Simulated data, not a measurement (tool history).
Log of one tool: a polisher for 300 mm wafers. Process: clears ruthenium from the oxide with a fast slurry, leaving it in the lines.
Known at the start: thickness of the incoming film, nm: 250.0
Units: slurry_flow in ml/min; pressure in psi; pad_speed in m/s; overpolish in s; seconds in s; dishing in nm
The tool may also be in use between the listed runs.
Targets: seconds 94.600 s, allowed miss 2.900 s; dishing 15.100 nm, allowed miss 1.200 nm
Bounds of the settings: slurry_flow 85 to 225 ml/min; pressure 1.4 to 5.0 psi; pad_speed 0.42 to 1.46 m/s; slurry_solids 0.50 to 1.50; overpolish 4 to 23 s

{"run": 1, "hour": 0.0, "slurry_flow": 145, "pressure": 3.2, "pad_speed": 0.94, "slurry_solids": 1.0, "overpolish": 12, "seconds": 63.122, "dishing": 35.669}
{"run": 2, "hour": 2.4, "slurry_flow": 145, "pressure": 3.0, "pad_speed": 0.94, "slurry_solids": 1.0, "overpolish": 11, "seconds": 67.495, "dishing": 31.102}
{"run": 3, "hour": 9.3, "slurry_flow": 145, "pressure": 3.0, "pad_speed": 0.76, "slurry_solids": 1.0, "overpolish": 11, "seconds": 81.842, "dishing": 25.725}
{"run": 4, "hour": 10.1, "slurry_flow": 145, "pressure": 3.0, "pad_speed": 0.76, "slurry_solids": 0.85, "overpolish": 11, "seconds": 86.407, "dishing": 24.013}
{"run": 5, "hour": 11.1, "slurry_flow": 145, "pressure": 3.0, "pad_speed": 0.66, "slurry_solids": 0.85, "overpolish": 11, "seconds": 98.88, "dishing": 22.113}
{"run": 6, "hour": 20.2, "slurry_flow": 110, "pressure": 3.0, "pad_speed": 0.66, "slurry_solids": 0.85, "overpolish": 11, "seconds": 102.46, "dishing": 21.081}
{"run": 7, "hour": 27.2, "slurry_flow": 115, "pressure": 3.0, "pad_speed": 0.66, "slurry_solids": 0.85, "overpolish": 10, "seconds": 102.65, "dishing": 19.371}
{"hour": 33.4, "done": "slurry blender recalibrated"}
{"run": 8, "hour": 33.4, "slurry_flow": 120, "pressure": 3.0, "pad_speed": 0.66, "slurry_solids": 0.85, "overpolish": 9, "seconds": 90.82, "dishing": 19.315}
{"run": 9, "hour": 36.9, "slurry_flow": 115, "pressure": 3.0, "pad_speed": 0.66, "slurry_solids": 0.85, "overpolish": 9, "seconds": 92.298, "dishing": 19.687}
{"run": 10, "hour": 44.2, "slurry_flow": 115, "pressure": 2.9, "pad_speed": 0.66, "slurry_solids": 0.85, "overpolish": 9, "seconds": 95.217, "dishing": 19.128}
{"run": 11, "hour": 51.7, "slurry_flow": 115, "pressure": 2.8, "pad_speed": 0.66, "slurry_solids": 0.85, "overpolish": 9, "seconds": 96.81, "dishing": 18.535}
{"run": 12, "hour": 58.8, "slurry_flow": 125, "pressure": 2.8, "pad_speed": 0.66, "slurry_solids": 0.85, "overpolish": 5, "seconds": 95.908, "dishing": 10.516}

5 next moves are on the table. One of them brings every result within its allowed miss. Which?
{"run": "A", "hour": 65.9, "slurry_flow": 85, "pressure": 2.9, "pad_speed": 0.72, "slurry_solids": 0.75, "overpolish": 6, "seconds": "?", "dishing": "?"}
{"run": "B", "hour": 65.9, "slurry_flow": 125, "pressure": 2.9, "pad_speed": 0.62, "slurry_solids": 0.8, "overpolish": 9, "seconds": "?", "dishing": "?"}
{"run": "C", "hour": 65.9, "slurry_flow": 145, "pressure": 2.6, "pad_speed": 0.74, "slurry_solids": 0.8, "overpolish": 7, "seconds": "?", "dishing": "?"}
{"run": "D", "hour": 65.9, "slurry_flow": 120, "pressure": 2.9, "pad_speed": 0.62, "slurry_solids": 0.85, "overpolish": 9, "seconds": "?", "dishing": "?"}
{"run": "E", "hour": 65.9, "slurry_flow": 165, "pressure": 2.5, "pad_speed": 0.72, "slurry_solids": 0.9, "overpolish": 5, "seconds": "?", "dishing": "?"}

move=A seconds=94.464 dishing=13.104
move=B seconds=100.600 dishing=18.079
move=C seconds=92.484 dishing=15.464
move=D seconds=98.985 dishing=18.353
move=E seconds=92.969 dishing=11.183
A: nearer than the last run, and not there yet
B: takes the result that was furthest off past its target
C: meets every target
D: takes the result that was furthest off past its target
E: nearer than the last run, and not there yet
The right move is C.
